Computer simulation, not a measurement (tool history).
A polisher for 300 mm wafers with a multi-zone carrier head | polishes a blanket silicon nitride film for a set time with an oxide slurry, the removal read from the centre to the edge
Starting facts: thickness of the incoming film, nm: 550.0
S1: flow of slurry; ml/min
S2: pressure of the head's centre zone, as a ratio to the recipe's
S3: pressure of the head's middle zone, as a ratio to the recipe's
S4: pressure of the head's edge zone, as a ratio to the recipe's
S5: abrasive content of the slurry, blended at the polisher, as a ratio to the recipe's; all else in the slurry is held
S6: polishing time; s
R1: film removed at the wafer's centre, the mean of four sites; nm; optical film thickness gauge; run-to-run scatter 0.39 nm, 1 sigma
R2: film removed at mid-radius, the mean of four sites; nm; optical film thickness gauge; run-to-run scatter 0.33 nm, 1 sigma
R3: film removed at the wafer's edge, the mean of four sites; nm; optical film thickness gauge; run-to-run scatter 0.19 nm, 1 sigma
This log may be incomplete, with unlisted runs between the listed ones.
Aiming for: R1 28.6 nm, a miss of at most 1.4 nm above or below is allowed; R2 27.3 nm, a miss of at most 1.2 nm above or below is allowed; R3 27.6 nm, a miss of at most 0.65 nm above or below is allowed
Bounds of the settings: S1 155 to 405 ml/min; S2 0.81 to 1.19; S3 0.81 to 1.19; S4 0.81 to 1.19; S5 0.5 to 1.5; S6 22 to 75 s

Run 1, hour 0: S1 260 ml/min, S2 1, S3 1, S4 1, S5 1, S6 48 s. Result: R1 22.861 nm, R2 23.787 nm, R3 23.334 nm.
Run 2, hour 2.5: S1 260 ml/min, S2 1, S3 1, S4 1, S5 1, S6 53 s. Result: R1 25.228 nm, R2 26.177 nm, R3 25.984 nm.
Run 3, hour 6.6: S1 260 ml/min, S2 1, S3 0.92, S4 1, S5 1, S6 53 s. Result: R1 25.392 nm, R2 24.563 nm, R3 25.333 nm.
Run 4, hour 7.5: S1 260 ml/min, S2 1, S3 0.92, S4 1.06, S5 1, S6 53 s. Result: R1 25.08 nm, R2 24.26 nm, R3 26.236 nm.
Run 5, hour 14.2: S1 260 ml/min, S2 0.97, S3 0.92, S4 1.06, S5 1, S6 53 s. Result: R1 24.385 nm, R2 24.223 nm, R3 26.427 nm.
Run 6, hour 20.9: S1 270 ml/min, S2 1, S3 0.94, S4 1.06, S5 1, S6 53 s. Result: R1 25.452 nm, R2 24.998 nm, R3 26.391 nm.
Run 7, hour 27.9: S1 280 ml/min, S2 1.01, S3 0.95, S4 1.07, S5 1, S6 53 s. Result: R1 25.426 nm, R2 25.154 nm, R3 26.538 nm.
Run 8, hour 33.1: S1 285 ml/min, S2 1.03, S3 0.96, S4 1.07, S5 1, S6 53 s. Result: R1 26.775 nm, R2 25.374 nm, R3 26.472 nm.
Run 9, hour 38.1: S1 285 ml/min, S2 1.03, S3 0.96, S4 1.07, S5 1, S6 53 s. Result: R1 26.676 nm, R2 25.171 nm, R3 26.562 nm.
Run 10, hour 39.5: S1 290 ml/min, S2 1.04, S3 0.98, S4 1.07, S5 1, S6 53 s. Result: R1 26.399 nm, R2 25.758 nm, R3 26.769 nm.
Run 11, hour 43.5: S1 295 ml/min, S2 1.05, S3 0.99, S4 1.07, S5 1, S6 53 s. Result: R1 26.973 nm, R2 26.098 nm, R3 26.849 nm.
Run 12, hour 51.5: S1 295 ml/min, S2 1.05, S3 0.99, S4 1.07, S5 1, S6 53 s. Result: R1 27.288 nm, R2 26.13 nm, R3 26.503 nm.
Run 13, hour 59.3: S1 300 ml/min, S2 1.05, S3 1, S4 1.08, S5 1, S6 53 s. Result: R1 27.488 nm, R2 26.145 nm, R3 26.507 nm.
Run 14, hour 64.5: S1 300 ml/min, S2 1.05, S3 1.01, S4 1.09, S5 1, S6 53 s. Result: R1 27.277 nm, R2 26.469 nm, R3 26.699 nm.
Run 15, hour 69.3: S1 300 ml/min, S2 1.05, S3 1.01, S4 1.1, S5 1, S6 53 s. Result: R1 27.298 nm, R2 26.546 nm, R3 26.628 nm.
Run 16, hour 70.7: S1 305 ml/min, S2 1.05, S3 1.01, S4 1.1, S5 1, S6 53 s. Result: R1 26.041 nm, R2 25.979 nm, R3 27.115 nm.
Run 17, hour 79.2: S1 305 ml/min, S2 1.06, S3 1.01, S4 1.1, S5 1, S6 53 s. Result: R1 27.238 nm, R2 26.295 nm, R3 26.999 nm.

Of the 5 settings listed for the next run, only one would bring every result within its allowed miss of target. Which one?
Run A, hour 87.7: S1 250 ml/min, S2 1.02, S3 1.07, S4 1.16, S5 0.75, S6 61 s. Result: R1 ?, R2 ?, R3 ?.
Run B, hour 87.7: S1 345 ml/min, S2 1.13, S3 0.97, S4 1.08, S5 1.05, S6 51 s. Result: R1 ?, R2 ?, R3 ?.
Run C, hour 87.7: S1 210 ml/min, S2 1.12, S3 1.06, S4 1.19, S5 0.75, S6 58 s. Result: R1 ?, R2 ?, R3 ?.
Run D, hour 87.7: S1 385 ml/min, S2 1.09, S3 1.03, S4 1.14, S5 0.95, S6 54 s. Result: R1 ?, R2 ?, R3 ?.
Run E, hour 87.7: S1 295 ml/min, S2 1.06, S3 0.9, S4 0.95, S5 0.95, S6 57 s. Result: R1 ?, R2 ?, R3 ?.

move      R1      R2      R3
   A  26.012  27.165  27.609
   B   29.27  25.306  26.875
   C  26.621  25.137  26.215
   D  28.832  27.162  28.055
   E  28.874  25.068  26.831
A: lands further from the targets than the last run did
B: the worst result of the last run now meets its target, but another is out of spec
C: lands further from the targets than the last run did
D: every result lands within tolerance
E: the worst result of the last run now meets its target, but another is out of spec
The right move is D.
